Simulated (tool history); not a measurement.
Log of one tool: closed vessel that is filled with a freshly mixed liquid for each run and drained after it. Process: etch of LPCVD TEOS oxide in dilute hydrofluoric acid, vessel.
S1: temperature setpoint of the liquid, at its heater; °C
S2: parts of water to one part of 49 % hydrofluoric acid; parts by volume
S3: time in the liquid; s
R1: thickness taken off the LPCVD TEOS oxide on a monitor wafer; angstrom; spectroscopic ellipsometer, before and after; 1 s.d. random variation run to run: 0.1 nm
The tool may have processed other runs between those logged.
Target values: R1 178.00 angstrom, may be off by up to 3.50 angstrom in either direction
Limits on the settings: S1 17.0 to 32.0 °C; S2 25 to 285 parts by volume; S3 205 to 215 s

run 1 hour=0.0 | S1=24.0 S2=155 S3=205 | R1=197.22
run 2 hour=8.6 | S1=24.0 S2=115 S3=205 | R1=280.70
run 3 hour=15.5 | S1=24.0 S2=70 S3=205 | R1=486.67
run 4 hour=24.5 | S1=22.5 S2=85 S3=205 | R1=371.60
run 5 hour=32.9 | S1=22.5 S2=85 S3=205 | R1=365.74
run 6 hour=36.0 | S1=21.5 S2=95 S3=205 | R1=313.00
run 7 hour=43.6 | S1=20.5 S2=100 S3=205 | R1=285.55
run 8 hour=52.9 | S1=20.0 S2=105 S3=205 | R1=262.93
run 9 hour=55.6 | S1=19.5 S2=110 S3=205 | R1=243.78
run 10 hour=62.7 | S1=17.0 S2=140 S3=205 | R1=168.07
run 11 hour=70.3 | S1=17.5 S2=140 S3=205 | R1=172.67

5 next moves are on the table. One of them brings every result within its allowed miss. Which?
run A hour=77.9 | S1=17.0 S2=140 S3=215 | R1=?
run B hour=77.9 | S1=17.0 S2=145 S3=215 | R1=?
run C hour=77.9 | S1=17.5 S2=150 S3=215 | R1=?
run D hour=77.9 | S1=19.0 S2=155 S3=215 | R1=?
run E hour=77.9 | S1=17.0 S2=140 S3=205 | R1=?

move=A R1=175.40
move=B R1=168.52
move=C R1=165.46
move=D R1=169.29
move=E R1=167.24
A: every result within its allowed miss
B: the biggest miss grows against the last run
C: the biggest miss grows against the last run
D: the biggest miss grows against the last run
E: the biggest miss grows against the last run
Correct choice: A, which meets every target
